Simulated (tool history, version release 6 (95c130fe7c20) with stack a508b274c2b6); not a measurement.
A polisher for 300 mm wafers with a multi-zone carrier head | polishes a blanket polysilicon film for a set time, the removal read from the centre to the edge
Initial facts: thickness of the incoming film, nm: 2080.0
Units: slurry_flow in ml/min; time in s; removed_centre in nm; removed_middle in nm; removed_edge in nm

Run 1, day 0.000: slurry_flow 310 ml/min, centre_zone 1.00, middle_zone 1.00, edge_zone 1.00, time 71 s. Result: removed_centre 507.75 nm, removed_middle 475.13 nm, removed_edge 462.11 nm.
Run 2, day 0.079: slurry_flow 310 ml/min, centre_zone 1.00, middle_zone 1.00, edge_zone 1.00, time 55 s. Result: removed_centre 405.42 nm, removed_middle 377.88 nm, removed_edge 355.19 nm.
Run 3, day 0.346: slurry_flow 320 ml/min, centre_zone 1.02, middle_zone 1.05, edge_zone 1.03, time 63 s. Result: removed_centre 475.82 nm, removed_middle 439.00 nm, removed_edge 418.48 nm.
Run 4, day 0.579: slurry_flow 320 ml/min, centre_zone 1.08, middle_zone 1.05, edge_zone 1.03, time 63 s. Result: removed_centre 491.52 nm, removed_middle 446.59 nm, removed_edge 416.59 nm.
Run 5, day 0.679: slurry_flow 320 ml/min, centre_zone 1.06, middle_zone 1.09, edge_zone 1.03, time 69 s. Result: removed_centre 530.67 nm, removed_middle 507.00 nm, removed_edge 460.85 nm.
Run 6, day 0.808: slurry_flow 320 ml/min, centre_zone 1.06, middle_zone 1.09, edge_zone 1.12, time 69 s. Result: removed_centre 535.00 nm, removed_middle 498.68 nm, removed_edge 463.88 nm.
At day 0.971: centre zone pressure recalibrated.
Run 7, day 0.971: slurry_flow 325 ml/min, centre_zone 1.05, middle_zone 1.12, edge_zone 1.12, time 73 s. Result: removed_centre 512.67 nm, removed_middle 553.67 nm, removed_edge 502.46 nm.
Run 8, day 1.271: slurry_flow 335 ml/min, centre_zone 1.08, middle_zone 1.13, edge_zone 1.13, time 75 s. Result: removed_centre 550.48 nm, removed_middle 567.76 nm, removed_edge 521.72 nm.

Run 9 has not been measured yet. What should we expect?
Run 9, day 1.425: slurry_flow 335 ml/min, centre_zone 1.11, middle_zone 1.15, edge_zone 1.13, time 77 s. Result: removed_centre ?, removed_middle ?, removed_edge ?.

{"run 9": {"removed_centre": 583.18, "removed_middle": 595.06, "removed_edge": 527.15}}
